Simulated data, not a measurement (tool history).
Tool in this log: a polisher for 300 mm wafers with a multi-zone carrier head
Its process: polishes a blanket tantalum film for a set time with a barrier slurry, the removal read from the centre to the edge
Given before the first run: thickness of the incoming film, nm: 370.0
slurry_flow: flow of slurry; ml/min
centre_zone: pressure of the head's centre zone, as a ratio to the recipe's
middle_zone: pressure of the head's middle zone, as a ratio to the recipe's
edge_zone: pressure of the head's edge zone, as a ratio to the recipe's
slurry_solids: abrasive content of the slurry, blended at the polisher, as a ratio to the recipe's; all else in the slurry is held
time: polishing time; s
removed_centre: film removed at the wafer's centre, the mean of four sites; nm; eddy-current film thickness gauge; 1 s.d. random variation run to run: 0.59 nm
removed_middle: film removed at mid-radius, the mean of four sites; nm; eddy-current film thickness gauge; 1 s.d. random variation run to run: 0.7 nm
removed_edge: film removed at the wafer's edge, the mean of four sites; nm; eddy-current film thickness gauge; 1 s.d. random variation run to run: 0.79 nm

| run | hour | slurry_flow | centre_zone | middle_zone | edge_zone | slurry_solids | time | removed_centre | removed_middle | removed_edge |
|---|---|---|---|---|---|---|---|---|---|---|
| 1 | 0.0 | 310 | 1.00 | 1.00 | 1.00 | 1.00 | 49 | 67.844 | 68.857 | 72.390 |
| 2 | 1.8 | 310 | 1.00 | 1.00 | 1.00 | 1.00 | 41 | 56.403 | 57.492 | 61.391 |
| 3 | 3.2 | 310 | 1.00 | 1.00 | 1.00 | 1.00 | 31 | 43.094 | 44.569 | 44.818 |
| 4 | 11.7 | 305 | 0.98 | 1.02 | 1.04 | 1.15 | 33 | 47.271 | 49.504 | 50.435 |
| 5 | 17.9 | 305 | 0.94 | 1.03 | 1.07 | 1.25 | 35 | 48.386 | 53.659 | 55.596 |
|  | 19.7 | slurry nozzle cleaned |
| 6 | 19.7 | 310 | 0.93 | 1.05 | 1.09 | 1.35 | 36 | 53.185 | 59.638 | 61.859 |

Estimate the outcome of run 7 from the log above:
| 7 | 22.9 | 330 | 0.92 | 1.07 | 1.11 | 1.35 | 36 | ? | ? | ? |

{"run 7": {"removed_centre": 54.21, "removed_middle": 61.182, "removed_edge": 63.712}}
